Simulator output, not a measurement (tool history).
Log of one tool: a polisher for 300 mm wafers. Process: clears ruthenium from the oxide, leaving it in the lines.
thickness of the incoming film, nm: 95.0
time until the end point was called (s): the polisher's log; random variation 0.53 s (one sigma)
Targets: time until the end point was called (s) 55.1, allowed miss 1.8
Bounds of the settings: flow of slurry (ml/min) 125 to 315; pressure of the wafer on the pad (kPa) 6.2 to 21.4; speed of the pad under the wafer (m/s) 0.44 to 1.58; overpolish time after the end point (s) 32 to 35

run  hour  flow of slurry (ml/min)  pressure of the wafer on the pad (kPa)  speed of the pad under the wafer (m/s)  overpolish time after the end point (s)  time until the end point was called (s)
  1     0                      205                                    13.8                                       1                                       32                                   76.372
  2   4.2                      205                                    13.8                                       1                                       35                                   78.206
  3  13.2                      205                                    15.2                                       1                                       35                                   71.472
  4  16.3                      205                                    12.4                                       1                                       35                                   86.098
  5  23.2                      205                                    12.4                                    1.08                                       35                                   79.648
  6  31.4                      205                                    12.4                                    1.08                                       32                                    79.34
  7  39.4                      205                                    13.8                                    1.08                                       32                                   73.225
  8  47.1                      205                                    14.5                                    1.08                                       32                                   69.687
  9  48.1                      205                                    15.2                                    1.08                                       32                                   65.047
 10    53                      205                                    15.9                                    1.08                                       32                                   62.293

4 next moves are on the table. One of them brings every result within its allowed miss. Which?
  A  57.9                      180                                    13.8                                    1.54                                       34                                        ?
  B  57.9                      150                                    14.5                                    1.02                                       32                                        ?
  C  57.9                      125                                    17.2                                    1.28                                       32                                        ?
  D  57.9                      185                                    15.9                                    1.16                                       35                                        ?

move  time until the end point was called (s)
   A                                   51.945
   B                                   76.685
   C                                   54.315
   D                                   59.763
A: takes the result that was furthest off past its target
B: further off than the last run
C: meets every target
D: nearer than the last run, and not there yet
Answer: C
